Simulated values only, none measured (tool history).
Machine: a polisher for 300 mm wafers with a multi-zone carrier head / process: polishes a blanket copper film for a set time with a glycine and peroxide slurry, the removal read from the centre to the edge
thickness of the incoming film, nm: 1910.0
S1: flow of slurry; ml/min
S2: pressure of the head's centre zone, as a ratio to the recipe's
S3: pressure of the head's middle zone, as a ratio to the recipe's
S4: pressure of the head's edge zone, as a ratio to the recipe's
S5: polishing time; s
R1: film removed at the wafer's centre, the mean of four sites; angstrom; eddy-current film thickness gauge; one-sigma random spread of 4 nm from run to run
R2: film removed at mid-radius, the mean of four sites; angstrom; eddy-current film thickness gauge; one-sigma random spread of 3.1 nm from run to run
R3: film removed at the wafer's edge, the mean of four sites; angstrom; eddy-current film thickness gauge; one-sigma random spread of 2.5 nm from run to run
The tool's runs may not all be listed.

run	day	S1	S2	S3	S4	S5	R1	R2	R3
1	0.000	310	1.00	1.00	1.00	73	5353.0	5243.5	5131.4
2	0.133	305	1.00	0.98	1.00	68	5057.6	4818.0	4823.2
3	0.179	305	0.97	0.98	1.00	68	4626.4	4809.3	4834.0
4	0.542	305	0.97	0.98	0.97	68	4803.4	4792.7	4735.6
5	0.679	250	0.97	0.98	0.97	68	4780.2	4602.9	4670.9
6	0.979	205	0.97	0.98	0.97	68	4550.4	4574.3	4590.4
7	1.183	205	0.97	0.96	0.96	64	4303.2	4234.3	4333.1
8	1.479	205	0.98	0.94	0.95	61	4145.7	3927.1	4044.7
9	1.638	205	0.98	0.94	0.95	61	4068.4	3962.6	4135.9
10	1.679	205	1.00	0.93	0.94	58	3956.7	3686.0	3961.3
11	2.012	205	1.01	0.93	0.93	55	3808.7	3526.2	3686.8
12	2.092	205	1.02	0.92	0.92	53	3791.1	3322.8	3515.9
13	2.262	195	0.96	0.82	0.88	39	2506.1	2224.8	2552.3
14	2.608	265	1.06	0.87	0.98	38	2878.5	2435.7	2619.5
15	2.692	260	1.06	0.86	0.98	39	2895.2	2378.0	2720.7
16	3.000	260	1.06	0.86	0.99	39	2936.3	2382.8	2740.1
17	3.092	260	1.06	0.86	1.00	39	2914.7	2463.5	2750.6

Run 18, settings as shown, results not yet in. Your forecast:
18	3.279	260	1.07	0.86	1.01	39	?	?	?

{"run 18": {"R1": 2966.0, "R2": 2440.6, "R3": 2741.3}}

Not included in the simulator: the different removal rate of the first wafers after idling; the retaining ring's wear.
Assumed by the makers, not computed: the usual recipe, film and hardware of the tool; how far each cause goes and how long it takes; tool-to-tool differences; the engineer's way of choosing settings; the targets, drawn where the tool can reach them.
